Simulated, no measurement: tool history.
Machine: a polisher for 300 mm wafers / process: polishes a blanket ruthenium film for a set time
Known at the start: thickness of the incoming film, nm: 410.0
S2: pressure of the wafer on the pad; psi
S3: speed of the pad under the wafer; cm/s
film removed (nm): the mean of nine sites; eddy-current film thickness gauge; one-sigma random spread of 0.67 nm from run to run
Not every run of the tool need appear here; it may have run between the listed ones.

Run 1, hour 0: flow of slurry (ml/min) 185, S2 2.6 psi, S3 98 cm/s, polishing time (s) 76. Result: film removed (nm) 104.19.
Run 2, hour 4.8: flow of slurry (ml/min) 210, S2 2.6 psi, S3 98 cm/s, polishing time (s) 76. Result: film removed (nm) 108.53.
Run 3, hour 8.5: flow of slurry (ml/min) 210, S2 3.1 psi, S3 98 cm/s, polishing time (s) 76. Result: film removed (nm) 122.61.
Run 4, hour 11: flow of slurry (ml/min) 210, S2 3.1 psi, S3 120 cm/s, polishing time (s) 76. Result: film removed (nm) 147.76.
Run 5, hour 14.7: flow of slurry (ml/min) 210, S2 3.1 psi, S3 120 cm/s, polishing time (s) 76. Result: film removed (nm) 151.01.
Run 6, hour 18.9: flow of slurry (ml/min) 210, S2 3.1 psi, S3 102 cm/s, polishing time (s) 76. Result: film removed (nm) 130.13.
Run 7, hour 26.6: flow of slurry (ml/min) 205, S2 2.7 psi, S3 96 cm/s, polishing time (s) 76. Result: film removed (nm) 107.57.

Predict the results of run 8:
Run 8, hour 32.3: flow of slurry (ml/min) 200, S2 2.4 psi, S3 90 cm/s, polishing time (s) 76. Result: film removed (nm) ?.

{"run 8": {"film removed (nm)": 90.193}}
